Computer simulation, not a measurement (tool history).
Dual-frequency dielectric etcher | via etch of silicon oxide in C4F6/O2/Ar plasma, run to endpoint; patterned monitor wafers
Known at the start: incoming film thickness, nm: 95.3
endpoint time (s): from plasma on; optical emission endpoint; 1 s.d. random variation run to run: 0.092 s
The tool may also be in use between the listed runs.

run	day	bias power (W)	source power (W)	Ar flow (sccm)	endpoint time (s)
1	0	463	360	268	23.583
2	0.342	476	360	268	23.521
3	0.533	476	410	268	22.281
4	0.675	476	410	287	22.498
5	0.975	476	380	287	23.389
6	1.279	393	380	287	24.711
7	1.567	416	380	287	24.289
8	1.738	436	380	287	23.822
9	1.85	453	380	287	23.688
10	1.983	469	380	287	23.391
11	2.071	482	380	287	23.161
12	2.354	493	380	287	22.972

Predict the results of run 13:
13	2.608	493	380	287	?

{"run 13": {"endpoint time (s)": 22.856}}

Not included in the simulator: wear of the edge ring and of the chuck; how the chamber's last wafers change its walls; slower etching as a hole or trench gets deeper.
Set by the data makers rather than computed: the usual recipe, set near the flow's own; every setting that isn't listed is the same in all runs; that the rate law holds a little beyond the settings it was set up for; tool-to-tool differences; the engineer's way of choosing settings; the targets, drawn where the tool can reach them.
